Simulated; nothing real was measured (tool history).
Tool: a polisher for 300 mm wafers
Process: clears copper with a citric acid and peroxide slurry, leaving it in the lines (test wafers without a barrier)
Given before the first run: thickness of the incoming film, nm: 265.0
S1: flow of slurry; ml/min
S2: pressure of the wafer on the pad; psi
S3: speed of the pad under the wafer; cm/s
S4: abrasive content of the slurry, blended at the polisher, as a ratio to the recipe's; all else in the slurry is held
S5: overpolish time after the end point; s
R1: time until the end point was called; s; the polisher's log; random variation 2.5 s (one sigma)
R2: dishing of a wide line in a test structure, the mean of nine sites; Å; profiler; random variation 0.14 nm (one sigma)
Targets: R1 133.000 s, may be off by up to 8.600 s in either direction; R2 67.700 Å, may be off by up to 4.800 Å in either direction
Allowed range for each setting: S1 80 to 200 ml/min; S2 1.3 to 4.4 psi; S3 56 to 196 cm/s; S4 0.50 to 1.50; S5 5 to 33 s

run,hour,S1,S2,S3,S4,S5,R1,R2
1,0.0,130,2.8,126,1.00,17,93.725,293.570
2,3.4,130,2.5,124,1.00,15,107.140,239.320
3,5.7,130,2.5,124,1.20,15,99.452,246.540
4,10.7,130,2.5,124,1.40,15,94.436,259.100
5,13.8,130,2.3,120,1.40,13,107.320,197.480
6,15.1,130,1.8,120,1.40,13,137.220,158.210
7,20.9,145,1.7,120,1.40,11,140.730,137.330
8,27.9,145,1.7,120,1.40,11,138.240,138.440
9,33.8,155,1.6,118,1.40,10,150.240,115.190
10,40.1,165,1.6,118,1.40,9,149.090,109.340
11,48.7,170,1.5,120,1.40,8,148.950,90.422
12,53.7,175,1.5,122,1.40,7,152.480,83.803
13,59.9,180,1.5,128,1.35,7,143.990,86.645
14,60.5,185,1.5,134,1.30,7,139.380,89.641

Which of these 4 next moves meets every target?
A,61.1,175,1.5,136,1.45,5,?,?
B,61.1,180,1.5,136,1.30,10,?,?
C,61.1,190,1.9,114,1.50,9,?,?
D,61.1,200,2.0,92,1.35,11,?,?

move,R1,R2
A,137.920,65.649
B,141.720,123.170
C,127.730,123.780
D,152.730,126.530
A: every result lands within tolerance
B: misses by more than the last run did
C: misses by more than the last run did
D: misses by more than the last run did
Correct choice: A, which meets every target
